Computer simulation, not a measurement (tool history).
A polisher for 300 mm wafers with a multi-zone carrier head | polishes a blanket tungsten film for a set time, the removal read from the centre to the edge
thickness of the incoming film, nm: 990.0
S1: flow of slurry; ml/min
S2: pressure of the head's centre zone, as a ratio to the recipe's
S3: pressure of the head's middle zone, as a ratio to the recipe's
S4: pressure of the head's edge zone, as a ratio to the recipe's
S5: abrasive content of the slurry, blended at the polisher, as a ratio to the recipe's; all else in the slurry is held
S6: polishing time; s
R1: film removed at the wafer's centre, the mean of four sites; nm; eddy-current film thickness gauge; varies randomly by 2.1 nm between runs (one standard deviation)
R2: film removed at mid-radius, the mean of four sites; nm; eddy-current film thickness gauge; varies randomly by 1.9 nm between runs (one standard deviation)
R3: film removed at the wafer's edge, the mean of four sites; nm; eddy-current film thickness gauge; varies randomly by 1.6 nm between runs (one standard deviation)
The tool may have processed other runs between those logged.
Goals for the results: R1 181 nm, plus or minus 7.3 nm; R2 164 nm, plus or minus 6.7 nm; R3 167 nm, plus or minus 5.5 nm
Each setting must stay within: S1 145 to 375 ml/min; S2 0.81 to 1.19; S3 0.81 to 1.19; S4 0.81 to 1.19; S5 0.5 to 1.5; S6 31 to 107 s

Run 1, hour 0: S1 240 ml/min, S2 1, S3 1, S4 1, S5 1, S6 69 s. Result: R1 300.18 nm, R2 308.84 nm, R3 308.67 nm.
Run 2, hour 8.9: S1 240 ml/min, S2 1.01, S3 0.98, S4 0.98, S5 0.9, S6 64 s. Result: R1 280.85 nm, R2 274.81 nm, R3 276.98 nm.
Run 3, hour 10.5: S1 240 ml/min, S2 1, S3 0.97, S4 0.96, S5 0.85, S6 60 s. Result: R1 256.46 nm, R2 252.9 nm, R3 254.38 nm.
Run 4, hour 15.5: S1 240 ml/min, S2 1, S3 0.89, S4 0.96, S5 0.85, S6 60 s. Result: R1 250.45 nm, R2 233.08 nm, R3 256.52 nm.
Run 5, hour 23.6: S1 240 ml/min, S2 1, S3 0.93, S4 0.96, S5 0.85, S6 60 s. Result: R1 251.04 nm, R2 241.65 nm, R3 256.57 nm.
Run 6, hour 27.3: S1 240 ml/min, S2 1, S3 0.85, S4 0.96, S5 0.85, S6 60 s. Result: R1 250.94 nm, R2 221.18 nm, R3 257.19 nm.
Run 7, hour 32.7: S1 240 ml/min, S2 1.04, S3 0.92, S4 0.86, S5 0.6, S6 41 s. Result: R1 160.64 nm, R2 150.86 nm, R3 154.05 nm.
Run 8, hour 39.6: S1 245 ml/min, S2 1.05, S3 0.93, S4 0.87, S5 0.6, S6 41 s. Result: R1 165.94 nm, R2 153.88 nm, R3 157.74 nm.
Run 9, hour 44.5: S1 305 ml/min, S2 1.09, S3 0.96, S4 0.91, S5 0.6, S6 41 s. Result: R1 174.8 nm, R2 158.1 nm, R3 159.47 nm.
Run 10, hour 48.7: S1 305 ml/min, S2 1.09, S3 0.96, S4 0.92, S5 0.6, S6 41 s. Result: R1 174.52 nm, R2 164.81 nm, R3 157.36 nm.
Run 11, hour 51.7: S1 310 ml/min, S2 1.08, S3 0.87, S4 0.97, S5 0.75, S6 42 s. Result: R1 191.75 nm, R2 158.81 nm, R3 180.32 nm.
Run 12, hour 55.1: S1 310 ml/min, S2 1.08, S3 0.88, S4 0.96, S5 0.75, S6 42 s. Result: R1 189.23 nm, R2 162.06 nm, R3 178.26 nm.
Run 13, hour 60.1: S1 310 ml/min, S2 1.08, S3 0.89, S4 0.95, S5 0.75, S6 42 s. Result: R1 187.35 nm, R2 163.2 nm, R3 176.45 nm.

Which of these 4 next moves meets every target?
Run A, hour 65.1: S1 335 ml/min, S2 0.99, S3 0.89, S4 0.96, S5 0.75, S6 45 s. Result: R1 ?, R2 ?, R3 ?.
Run B, hour 65.1: S1 260 ml/min, S2 1.12, S3 0.93, S4 0.91, S5 0.75, S6 41 s. Result: R1 ?, R2 ?, R3 ?.
Run C, hour 65.1: S1 340 ml/min, S2 1.11, S3 0.87, S4 0.95, S5 0.55, S6 47 s. Result: R1 ?, R2 ?, R3 ?.
Run D, hour 65.1: S1 305 ml/min, S2 1.11, S3 0.84, S4 0.96, S5 0.75, S6 41 s. Result: R1 ?, R2 ?, R3 ?.

move      R1      R2      R3
   A  190.43  173.03   192.1
   B  183.68  159.18  167.96
   C  199.99   164.6  185.52
   D  185.99  148.91  173.95
A: the biggest miss grows against the last run
B: in spec on every target
C: the biggest miss grows against the last run
D: the biggest miss grows against the last run
Move B is the one to make.

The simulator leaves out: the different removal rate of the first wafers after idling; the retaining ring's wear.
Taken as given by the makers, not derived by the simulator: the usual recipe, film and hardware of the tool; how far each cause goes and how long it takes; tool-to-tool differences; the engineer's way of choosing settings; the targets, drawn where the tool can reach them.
